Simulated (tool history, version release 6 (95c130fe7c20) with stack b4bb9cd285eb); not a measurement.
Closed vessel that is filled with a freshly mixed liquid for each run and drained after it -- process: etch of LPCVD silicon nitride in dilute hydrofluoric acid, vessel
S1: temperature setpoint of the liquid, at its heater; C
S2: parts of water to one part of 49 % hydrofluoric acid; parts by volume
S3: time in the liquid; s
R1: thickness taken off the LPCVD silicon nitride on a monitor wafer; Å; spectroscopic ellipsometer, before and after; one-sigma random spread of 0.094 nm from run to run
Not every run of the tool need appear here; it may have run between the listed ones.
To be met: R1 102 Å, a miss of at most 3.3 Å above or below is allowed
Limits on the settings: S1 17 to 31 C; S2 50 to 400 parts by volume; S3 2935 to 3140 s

run  hour    S1   S2    S3      R1
  1     0    23  225  2935   55.62
  2   8.3    23  260  2935  47.781
  3  10.2    23  260  2935  48.455
  4  17.7    23  215  2935  57.643
     24.1  -- hydrofluoric acid flow meter replaced
  5  24.1    23  215  2935  61.227
  6  25.4    23  215  2935  60.174
  7  31.8  25.5  210  2935  74.289
  8  38.5  26.5  210  2935  76.698
  9  41.6    28  210  2935  85.862
 10  49.5  28.5  210  2935  87.664
 11    55    29  210  2935  90.068
 12  58.3  29.5  210  2935  93.468
 13  59.1    30  210  2935  95.313
 14  61.9  30.5  210  2935  99.047

Next run, 4 choices. One meets every target within its allowed miss, the rest don't. Which?
  A  64.7  30.5  225  2935   ?
  B  64.7    31  220  3110   ?
  C  64.7  29.5  205  2965   ?
  D  64.7  22.5  130  2935   ?

move      R1
   A  91.464
   B  102.14
   C  95.757
   D  96.133
A: its largest miss is bigger than the last run's
B: every result within its allowed miss
C: its largest miss is bigger than the last run's
D: its largest miss is bigger than the last run's
Answer: B

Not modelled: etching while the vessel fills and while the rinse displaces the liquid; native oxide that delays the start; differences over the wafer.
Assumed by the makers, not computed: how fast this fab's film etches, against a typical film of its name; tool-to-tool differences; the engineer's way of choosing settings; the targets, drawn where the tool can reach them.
